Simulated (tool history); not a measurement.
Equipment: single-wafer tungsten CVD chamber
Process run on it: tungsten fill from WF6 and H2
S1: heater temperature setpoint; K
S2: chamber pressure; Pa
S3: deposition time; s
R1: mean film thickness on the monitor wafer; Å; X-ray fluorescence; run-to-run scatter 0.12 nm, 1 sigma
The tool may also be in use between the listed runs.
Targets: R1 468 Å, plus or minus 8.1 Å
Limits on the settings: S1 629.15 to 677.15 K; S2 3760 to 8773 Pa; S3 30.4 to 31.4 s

run  hour      S1    S2    S3      R1
  1     0  653.15  6266  30.4  747.22
  2   3.7  650.15  6253  30.4   700.9
  3   7.7  650.15  6253  30.4  699.76
  4  14.4  650.15  7346  30.4  762.47
  5  17.4  647.15  7253  30.4  711.18
  6  25.6  647.15  7253  31.4  735.45
  7  28.5  645.15  7133  31.4  696.59
  8  31.7  643.15  7053  31.4  664.56
  9  38.7  641.15  6973  31.4  626.56
 10  42.6  639.15  6946  31.4  601.02
 11    46  638.15  6906  31.4  584.67
 12  47.7  637.15  6866  31.4  567.25
 13  48.9  636.15  6853  31.4  556.33
 14  50.8  635.15  6826  31.4  544.63
 15  54.1  629.15  6346  31.3  451.13

Which single option among these 5 for the next run brings every result within its allowed miss of target? Just one does.
  A  57.4  629.15  6493  31.1   ?
  B  57.4  631.15  5826  31.3   ?
  C  57.4  633.15  5293  31.4   ?
  D  57.4  629.15  6359    31   ?
  E  57.4  629.15  6666  31.4   ?

move      R1
   A  453.03
   B  449.91
   C  447.33
   D  446.44
   E  464.07
A: nearer the targets than the last run, but a result is still out of spec
B: its largest miss is bigger than the last run's
C: its largest miss is bigger than the last run's
D: its largest miss is bigger than the last run's
E: meets every target
E meets every target.
